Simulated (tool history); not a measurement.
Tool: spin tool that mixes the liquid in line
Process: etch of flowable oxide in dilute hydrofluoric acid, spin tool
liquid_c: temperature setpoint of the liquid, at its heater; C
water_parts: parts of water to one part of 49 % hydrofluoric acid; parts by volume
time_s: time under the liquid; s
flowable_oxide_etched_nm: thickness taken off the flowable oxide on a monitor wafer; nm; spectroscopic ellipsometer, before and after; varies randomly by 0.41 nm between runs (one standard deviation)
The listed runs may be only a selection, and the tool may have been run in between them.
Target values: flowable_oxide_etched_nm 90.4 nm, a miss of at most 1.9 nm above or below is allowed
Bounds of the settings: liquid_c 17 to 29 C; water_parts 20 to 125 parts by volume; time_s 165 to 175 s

run	hour	liquid_c	water_parts	time_s	flowable_oxide_etched_nm
1	0	21	70	165	70.019
2	1.4	22	70	165	73.099
3	7.4	22	70	165	72.783
4	11.6	23	70	165	76.229
5	16.9	23	55	165	99.602
6	25.3	23	55	165	99.79
7	31.4	22.5	55	165	96.952
8	36	21.5	55	165	93.321

Consider the 5 candidate settings below. Which is the only one whose results all fall within their allowed miss of target?
A	40.6	19.5	50	175	?
B	40.6	18	45	165	?
C	40.6	22.5	60	170	?
D	40.6	22.5	55	165	?
E	40.6	19.5	50	165	?

move	flowable_oxide_etched_nm
A	100.46
B	99.345
C	90.91
D	96.939
E	94.715
A: misses by more than the last run did
B: misses by more than the last run did
C: all results in spec
D: misses by more than the last run did
E: misses by more than the last run did
Correct choice: C, which meets every target
